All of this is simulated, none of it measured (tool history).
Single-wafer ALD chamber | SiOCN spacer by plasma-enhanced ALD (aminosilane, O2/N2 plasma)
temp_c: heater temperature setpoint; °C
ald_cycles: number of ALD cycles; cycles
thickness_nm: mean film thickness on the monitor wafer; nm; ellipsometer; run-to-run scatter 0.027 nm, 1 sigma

run 1 hour=0.0 | temp_c=405 ald_cycles=94 | thickness_nm=6.5435
run 2 hour=2.9 | temp_c=404 ald_cycles=96 | thickness_nm=6.7150
run 3 hour=8.7 | temp_c=404 ald_cycles=105 | thickness_nm=7.2997
run 4 hour=16.1 | temp_c=403 ald_cycles=106 | thickness_nm=7.3949
run 5 hour=18.7 | temp_c=403 ald_cycles=118 | thickness_nm=8.2603
run 6 hour=22.0 | temp_c=408 ald_cycles=118 | thickness_nm=8.1841

For run 7, what comes out?
run 7 hour=24.2 | temp_c=409 ald_cycles=117 | thickness_nm=?

Run 7 measured thickness_nm 8.0597 nm.

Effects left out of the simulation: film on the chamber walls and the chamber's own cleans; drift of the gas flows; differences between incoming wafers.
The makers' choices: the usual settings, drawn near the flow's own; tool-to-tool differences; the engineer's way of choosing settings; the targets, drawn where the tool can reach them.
